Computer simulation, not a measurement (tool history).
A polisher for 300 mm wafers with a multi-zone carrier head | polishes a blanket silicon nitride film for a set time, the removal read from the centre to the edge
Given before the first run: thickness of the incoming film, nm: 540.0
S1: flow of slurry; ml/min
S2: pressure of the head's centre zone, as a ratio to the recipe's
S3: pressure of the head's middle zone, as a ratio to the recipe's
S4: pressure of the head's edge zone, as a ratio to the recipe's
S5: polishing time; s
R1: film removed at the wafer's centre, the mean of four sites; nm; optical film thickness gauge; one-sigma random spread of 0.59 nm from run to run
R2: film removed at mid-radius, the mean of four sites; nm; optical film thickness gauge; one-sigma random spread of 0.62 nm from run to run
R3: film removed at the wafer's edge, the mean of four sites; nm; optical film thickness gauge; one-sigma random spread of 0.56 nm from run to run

run,hour,S1,S2,S3,S4,S5,R1,R2,R3
1,0,140,1,1,1,50,77.116,75.519,76.613
2,4.5,135,1.03,1,0.96,48,75.851,72.568,72.386
3,6.8,135,1.03,1,1,48,77.079,71.761,73.071
4,14.5,130,1.06,1.01,0.97,46,74.789,68.962,69.23
5,17,130,1.06,1.01,0.97,37,60.423,54.622,55.857
6,18.8,145,1.08,1.02,0.96,37,61.451,57.288,55.634
7,27.8,185,1.18,0.96,0.94,40,77.292,60.224,60.677
8,30.8,185,1.18,0.96,0.94,40,76.766,59.295,59.778
9,32.8,185,1.17,0.97,0.93,40,76.277,59.291,61.673

The next listed run, before its measurement:
10,37.2,180,1.17,0.99,0.95,40,?,?,?

For run 10 the tool returned R1 75.362 nm, R2 60.92 nm, R3 61.246 nm.
